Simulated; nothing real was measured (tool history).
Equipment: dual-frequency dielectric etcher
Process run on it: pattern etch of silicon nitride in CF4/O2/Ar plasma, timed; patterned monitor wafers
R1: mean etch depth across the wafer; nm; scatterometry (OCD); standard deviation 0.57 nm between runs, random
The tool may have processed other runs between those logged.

run 1 day=0.000 | source_power_(W)=520 bias_power_(W)=59 Ar_flow_(sccm)=118 CF4_flow_(sccm)=92 etch_time_(s)=96.5 | R1=201.44
run 2 day=0.350 | source_power_(W)=520 bias_power_(W)=67 Ar_flow_(sccm)=118 CF4_flow_(sccm)=92 etch_time_(s)=96.5 | R1=211.47
run 3 day=0.604 | source_power_(W)=520 bias_power_(W)=75 Ar_flow_(sccm)=118 CF4_flow_(sccm)=92 etch_time_(s)=96.5 | R1=218.62
run 4 day=0.908 | source_power_(W)=520 bias_power_(W)=75 Ar_flow_(sccm)=118 CF4_flow_(sccm)=92 etch_time_(s)=88.5 | R1=201.09
run 5 day=1.229 | source_power_(W)=490 bias_power_(W)=72 Ar_flow_(sccm)=121 CF4_flow_(sccm)=91 etch_time_(s)=88.5 | R1=186.06
run 6 day=1.483 | source_power_(W)=460 bias_power_(W)=72 Ar_flow_(sccm)=121 CF4_flow_(sccm)=91 etch_time_(s)=88.5 | R1=174.70
run 7 day=1.558 | source_power_(W)=440 bias_power_(W)=72 Ar_flow_(sccm)=121 CF4_flow_(sccm)=91 etch_time_(s)=88.5 | R1=166.16
run 8 day=1.842 | source_power_(W)=420 bias_power_(W)=72 Ar_flow_(sccm)=121 CF4_flow_(sccm)=91 etch_time_(s)=88.5 | R1=158.92

Run 9 is up next; what results do you expect?
run 9 day=2.025 | source_power_(W)=410 bias_power_(W)=72 Ar_flow_(sccm)=121 CF4_flow_(sccm)=91 etch_time_(s)=88.5 | R1=?

R1: 156.23 nm

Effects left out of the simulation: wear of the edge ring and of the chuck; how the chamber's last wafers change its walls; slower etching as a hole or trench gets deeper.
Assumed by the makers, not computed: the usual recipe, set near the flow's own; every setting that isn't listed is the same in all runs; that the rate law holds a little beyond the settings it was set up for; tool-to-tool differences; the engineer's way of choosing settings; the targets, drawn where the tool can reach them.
